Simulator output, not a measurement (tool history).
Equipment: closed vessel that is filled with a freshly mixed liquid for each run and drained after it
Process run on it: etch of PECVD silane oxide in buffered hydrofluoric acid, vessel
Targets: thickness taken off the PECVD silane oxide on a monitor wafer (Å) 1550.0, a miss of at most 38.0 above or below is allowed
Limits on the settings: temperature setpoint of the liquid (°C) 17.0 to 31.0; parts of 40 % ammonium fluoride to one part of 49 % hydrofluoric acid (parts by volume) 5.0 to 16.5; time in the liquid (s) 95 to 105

run    day  temperature setpoint of the liquid (°C)  parts of 40 % ammonium fluoride to one part of 49 % hydrofluoric acid (parts by volume)  time in the liquid (s)  thickness taken off the PECVD silane oxide on a monitor wafer (Å)
  1  0.000                                     23.0                                                                                     10.0                      95                                                             1832.7
  2  0.262                                     23.0                                                                                      7.5                      95                                                             2417.6
  3  0.529                                     23.0                                                                                      5.0                      95                                                             3436.7
  4  0.854                                     26.0                                                                                      5.0                      95                                                             4062.1
  5  1.121                                     28.0                                                                                      5.0                      95                                                             4539.7
  6  1.233                                     25.0                                                                                      6.0                      95                                                             3292.7
  7  1.562                                     23.0                                                                                      6.5                      95                                                             2762.9
  8  1.858                                     21.5                                                                                      7.0                      95                                                             2402.9
  9  1.975                                     20.5                                                                                      7.5                      95                                                             2082.9

Exactly one of the 4 candidate moves below puts every result within its allowed miss. Which one?
  A  2.092                                     21.0                                                                                      5.5                     105                                                                  ?
  B  2.092                                     22.5                                                                                      6.0                     105                                                                  ?
  C  2.092                                     20.0                                                                                      6.0                     105                                                                  ?
  D  2.092                                     18.5                                                                                      9.0                      95                                                                  ?

move  thickness taken off the PECVD silane oxide on a monitor wafer (Å)
   A                                                             3151.0
   B                                                             3179.7
   C                                                             2768.3
   D                                                             1534.0
A: further off than the last run
B: further off than the last run
C: further off than the last run
D: in spec on every target
So the answer is move D, the one that meets all the targets.

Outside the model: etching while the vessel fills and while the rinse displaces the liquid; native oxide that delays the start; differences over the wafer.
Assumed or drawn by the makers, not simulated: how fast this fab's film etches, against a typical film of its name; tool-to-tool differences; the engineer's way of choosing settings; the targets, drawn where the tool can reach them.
